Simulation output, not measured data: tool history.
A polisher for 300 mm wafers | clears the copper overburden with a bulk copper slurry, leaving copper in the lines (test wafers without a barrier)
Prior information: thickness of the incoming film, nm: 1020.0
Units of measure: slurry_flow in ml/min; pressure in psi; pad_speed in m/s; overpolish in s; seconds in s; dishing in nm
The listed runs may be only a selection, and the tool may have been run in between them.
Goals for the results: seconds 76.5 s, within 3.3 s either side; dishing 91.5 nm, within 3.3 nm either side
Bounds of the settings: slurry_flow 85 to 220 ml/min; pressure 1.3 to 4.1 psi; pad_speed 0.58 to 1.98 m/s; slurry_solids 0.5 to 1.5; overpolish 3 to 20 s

run	hour	slurry_flow	pressure	pad_speed	slurry_solids	overpolish	seconds	dishing
1	0	140	2.7	1.28	1	10	103.79	56.22
2	2.6	140	2.9	1.28	1	11	97.419	64.997
3	8	140	3	1.28	1	11	96.028	66.185
4	15.4	160	3	1.28	1	11	93.776	68.167
5	19.3	140	3	1.28	1	11	95.392	67.031
6	20.7	140	3	1.28	1	7	95.573	46.832
7	24.7	135	3.1	1.28	1	8	91.999	52.036
8	29.3	135	3.2	1.28	1	9	89.527	58.863

Pick the move, out of 4, that brings all results within their allowed miss; only one does.
A	33.9	125	2.8	1.34	1.05	8	?	?
B	33.9	135	3	1.44	1.1	15	?	?
C	33.9	100	4.1	1.28	0.95	13	?	?
D	33.9	135	2.9	1.04	1.05	18	?	?

move	seconds	dishing
A	99.245	49.935
B	84.188	91.445
C	77.54	91.181
D	120.52	80.688
A: misses by more than the last run did
B: the worst result of the last run now meets its target, but another is out of spec
C: in spec on every target
D: misses by more than the last run did
The move that meets every target is C.

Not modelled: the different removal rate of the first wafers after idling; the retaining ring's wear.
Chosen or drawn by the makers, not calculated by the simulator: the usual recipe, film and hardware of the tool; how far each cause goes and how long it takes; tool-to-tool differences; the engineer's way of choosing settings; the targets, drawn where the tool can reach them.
